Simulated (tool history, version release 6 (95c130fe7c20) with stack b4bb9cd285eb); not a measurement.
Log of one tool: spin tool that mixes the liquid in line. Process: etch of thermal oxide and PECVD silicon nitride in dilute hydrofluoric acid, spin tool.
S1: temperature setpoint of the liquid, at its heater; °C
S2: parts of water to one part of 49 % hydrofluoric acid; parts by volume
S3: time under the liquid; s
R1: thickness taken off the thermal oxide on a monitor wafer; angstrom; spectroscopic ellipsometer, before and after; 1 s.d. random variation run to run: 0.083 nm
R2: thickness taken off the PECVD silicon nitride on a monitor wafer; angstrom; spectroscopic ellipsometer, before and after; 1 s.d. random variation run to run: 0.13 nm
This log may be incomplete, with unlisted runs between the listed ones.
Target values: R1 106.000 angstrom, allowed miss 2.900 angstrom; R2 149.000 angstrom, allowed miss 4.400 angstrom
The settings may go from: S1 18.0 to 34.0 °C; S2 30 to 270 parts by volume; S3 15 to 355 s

run 1 hour=0.0 | S1=26.0 S2=150 S3=180 | R1=51.808 R2=72.227
run 2 hour=1.9 | S1=26.0 S2=150 S3=240 | R1=68.188 R2=96.612
run 3 hour=3.9 | S1=26.0 S2=100 S3=240 | R1=110.170 R2=144.580
run 4 hour=12.2 | S1=26.5 S2=105 S3=240 | R1=105.760 R2=139.680
run 5 hour=20.5 | S1=27.0 S2=110 S3=240 | R1=102.320 R2=139.750
run 6 hour=25.9 | S1=27.0 S2=110 S3=290 | R1=125.070 R2=168.520
run 7 hour=27.7 | S1=27.0 S2=110 S3=290 | R1=122.960 R2=169.650
run 8 hour=28.7 | S1=27.0 S2=115 S3=295 | R1=119.660 R2=163.770
run 9 hour=35.8 | S1=27.0 S2=120 S3=295 | R1=113.250 R2=156.270

Which of these 5 next moves meets every target?
run A hour=42.9 | S1=27.5 S2=125 S3=280 | R1=? R2=?
run B hour=42.9 | S1=32.0 S2=160 S3=310 | R1=? R2=?
run C hour=42.9 | S1=32.0 S2=165 S3=335 | R1=? R2=?
run D hour=42.9 | S1=29.0 S2=155 S3=335 | R1=? R2=?
run E hour=42.9 | S1=26.5 S2=115 S3=305 | R1=? R2=?

move=A R1=107.260 R2=147.680
move=B R1=103.910 R2=167.730
move=C R1=108.120 R2=175.610
move=D R1=105.010 R2=156.190
move=E R1=123.950 R2=164.080
A: in spec on every target
B: corrects the largest miss of the last run, while another result sits out of spec
C: corrects the largest miss of the last run, while another result sits out of spec
D: corrects the largest miss of the last run, while another result sits out of spec
E: further off than the last run
Correct choice: A, which meets every target

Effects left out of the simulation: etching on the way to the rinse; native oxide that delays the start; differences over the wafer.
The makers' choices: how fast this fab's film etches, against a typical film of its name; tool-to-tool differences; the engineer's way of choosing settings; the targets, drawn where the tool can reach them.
